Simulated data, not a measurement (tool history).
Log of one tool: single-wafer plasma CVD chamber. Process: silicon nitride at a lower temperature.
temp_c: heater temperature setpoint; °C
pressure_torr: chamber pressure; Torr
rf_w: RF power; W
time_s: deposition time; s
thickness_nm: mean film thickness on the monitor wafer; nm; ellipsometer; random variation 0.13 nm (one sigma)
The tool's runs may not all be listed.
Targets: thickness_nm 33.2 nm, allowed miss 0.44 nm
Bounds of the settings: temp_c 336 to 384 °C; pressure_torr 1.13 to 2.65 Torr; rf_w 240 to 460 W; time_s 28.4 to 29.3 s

run  hour  temp_c  pressure_torr  rf_w  time_s  thickness_nm
  1     0     360           1.89   350    28.4        37.123
  2   6.4     360           1.63   350    28.4        35.815
  3   7.9     360           1.63   390    28.4        37.424
  4  10.4     360           1.63   390    29.3        38.298
  5  14.6     360           1.57   380    29.3        37.693
  6  20.9     360           1.52   375    29.3        37.181
  7  21.4     360           1.47   370    29.3        36.787
  8  26.1     360           1.43   365    29.3        36.208
  9  28.3     360           1.43   365    29.3        36.544
 10  34.7     360            1.4   360    29.3        36.019

4 next moves are on the table. One of them brings every result within its allowed miss. Which?
  A  41.1     371            1.5   395    29.3             ?
  B  41.1     354            1.2   345    28.4             ?
  C  41.1     363            1.6   320    28.4             ?
  D  41.1     363           1.36   330    28.8             ?

move  thickness_nm
   A        37.747
   B        33.293
   C        34.294
   D        33.969
A: further off than the last run
B: meets every target
C: nearer than the last run, and not there yet
D: nearer than the last run, and not there yet
Answer: B
